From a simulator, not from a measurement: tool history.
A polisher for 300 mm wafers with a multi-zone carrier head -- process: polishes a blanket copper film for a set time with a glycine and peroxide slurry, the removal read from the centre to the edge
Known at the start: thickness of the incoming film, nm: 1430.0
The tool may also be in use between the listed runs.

run,hour,flow of slurry (ml/min),pressure of the head's centre zone,pressure of the head's middle zone,pressure of the head's edge zone,polishing time (s),film removed at the wafer's centre (Å),film removed at mid-radius (Å),film removed at the wafer's edge (Å)
1,0.0,130,1.00,1.00,1.00,75,2597.1,2574.5,2520.4
2,6.5,130,0.95,1.00,1.00,75,2457.4,2546.4,2531.1
3,9.0,130,1.01,1.00,1.00,75,2535.5,2609.7,2503.5
4,13.5,150,1.01,1.00,1.00,75,2660.8,2684.4,2595.5
5,14.7,145,1.01,1.00,0.98,73,2540.9,2600.0,2478.7
6,22.1,145,1.01,0.94,0.98,73,2559.0,2449.3,2511.1
7,26.1,140,1.01,0.94,0.96,71,2519.4,2365.3,2384.0
8,34.3,135,1.00,0.94,0.95,70,2358.8,2261.6,2288.1
9,39.6,130,1.00,0.94,0.93,70,2406.5,2252.6,2242.6
10,46.5,125,0.99,0.94,0.92,69,2339.8,2156.7,2193.7
11,55.0,120,0.98,0.95,0.91,68,2247.5,2210.6,2161.4
12,63.5,115,0.98,0.95,0.90,67,2210.8,2061.9,2128.4
13,71.0,115,0.98,0.96,0.89,66,2099.2,2121.1,2046.0
14,73.6,110,0.99,0.96,0.88,66,2107.2,2081.3,1995.7
15,79.0,105,0.99,0.96,0.87,66,2069.6,2063.2,1982.0

The next listed run, before its measurement:
16,82.8,105,1.00,0.96,0.86,66,?,?,?

For run 16 the tool returned film removed at the wafer's centre (Å) 2115.9, film removed at mid-radius (Å) 2035.8, film removed at the wafer's edge (Å) 2003.2.

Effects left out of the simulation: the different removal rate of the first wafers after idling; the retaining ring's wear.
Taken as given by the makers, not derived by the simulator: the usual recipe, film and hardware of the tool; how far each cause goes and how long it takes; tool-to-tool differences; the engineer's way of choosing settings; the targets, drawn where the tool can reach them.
